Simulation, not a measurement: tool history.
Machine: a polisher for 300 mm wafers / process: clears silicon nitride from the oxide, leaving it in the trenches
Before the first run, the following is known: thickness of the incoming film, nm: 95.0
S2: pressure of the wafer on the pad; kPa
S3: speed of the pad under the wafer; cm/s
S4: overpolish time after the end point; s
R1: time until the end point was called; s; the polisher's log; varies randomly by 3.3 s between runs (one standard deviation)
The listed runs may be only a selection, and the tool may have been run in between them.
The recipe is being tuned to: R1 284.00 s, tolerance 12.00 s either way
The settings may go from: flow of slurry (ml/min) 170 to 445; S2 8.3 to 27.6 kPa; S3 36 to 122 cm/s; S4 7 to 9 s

run 1 day=0.000 | flow_of_slurry_(ml/min)=285 S2=17.9 S3=78 S4=9 | R1=151.25
run 2 day=0.146 | flow_of_slurry_(ml/min)=285 S2=15.9 S3=76 S4=9 | R1=175.99
run 3 day=0.204 | flow_of_slurry_(ml/min)=285 S2=15.9 S3=94 S4=9 | R1=141.80
run 4 day=0.492 | flow_of_slurry_(ml/min)=285 S2=13.8 S3=90 S4=9 | R1=170.26
-- day=0.688 worn pad replaced by a new one
run 5 day=0.688 | flow_of_slurry_(ml/min)=285 S2=10.3 S3=90 S4=9 | R1=212.88
run 6 day=1.042 | flow_of_slurry_(ml/min)=285 S2=9.7 S3=86 S4=9 | R1=234.51
run 7 day=1.175 | flow_of_slurry_(ml/min)=285 S2=9.7 S3=84 S4=9 | R1=244.13
run 8 day=1.333 | flow_of_slurry_(ml/min)=285 S2=8.3 S3=78 S4=9 | R1=299.88

Exercise: of the 5 proposed moves below, exactly one satisfies all targets within the stated allowed misses. Which move is it?
run A day=1.492 | flow_of_slurry_(ml/min)=280 S2=9.0 S3=84 S4=7 | R1=?
run B day=1.492 | flow_of_slurry_(ml/min)=290 S2=8.3 S3=82 S4=7 | R1=?
run C day=1.492 | flow_of_slurry_(ml/min)=230 S2=10.3 S3=78 S4=7 | R1=?
run D day=1.492 | flow_of_slurry_(ml/min)=220 S2=9.0 S3=86 S4=9 | R1=?
run E day=1.492 | flow_of_slurry_(ml/min)=290 S2=10.3 S3=72 S4=9 | R1=?

move=A R1=261.85
move=B R1=287.94
move=C R1=251.54
move=D R1=263.52
move=E R1=264.64
A: carries the result that was furthest off beyond its target, to the other side
B: meets every target
C: carries the result that was furthest off beyond its target, to the other side
D: carries the result that was furthest off beyond its target, to the other side
E: carries the result that was furthest off beyond its target, to the other side
B is the move that brings every result within its allowed miss.

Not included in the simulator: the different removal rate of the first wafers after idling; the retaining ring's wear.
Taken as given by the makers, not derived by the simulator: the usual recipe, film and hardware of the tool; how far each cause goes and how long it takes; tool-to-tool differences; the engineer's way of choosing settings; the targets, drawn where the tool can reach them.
